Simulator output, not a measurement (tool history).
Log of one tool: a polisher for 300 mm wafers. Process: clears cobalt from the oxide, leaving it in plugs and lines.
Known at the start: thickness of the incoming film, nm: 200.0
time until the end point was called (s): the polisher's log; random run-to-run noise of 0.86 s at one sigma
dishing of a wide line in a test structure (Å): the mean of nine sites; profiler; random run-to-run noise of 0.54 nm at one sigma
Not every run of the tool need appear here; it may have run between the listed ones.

run	day	flow of slurry (ml/min)	pressure of the wafer on the pad (kPa)	speed of the pad under the wafer (m/s)	overpolish time after the end point (s)	time until the end point was called (s)	dishing of a wide line in a test structure (Å)
1	0	245	9	0.96	21	77.179	378.43
2	0.042	245	10.3	0.96	21	64.791	423.37
3	0.146	245	11	0.96	18	59.648	401.75
4	0.217	245	11	1.18	18	50.39	450.23
5	0.488	300	11	1.18	18	49.884	449.92
6	0.679	345	11	1.18	18	47.312	461.66
7	0.871	345	11	1.18	16	48.54	427.57
8	1.012	345	11	1.18	14	48.278	401.75
9	1.225	345	11	1.18	7	49.135	239.32

Run 10 has not been measured yet. What should we expect?
10	1.562	345	11	1.18	8	?	?

For run 10 the tool returned time until the end point was called (s) 48.549, dishing of a wide line in a test structure (Å) 262.55.
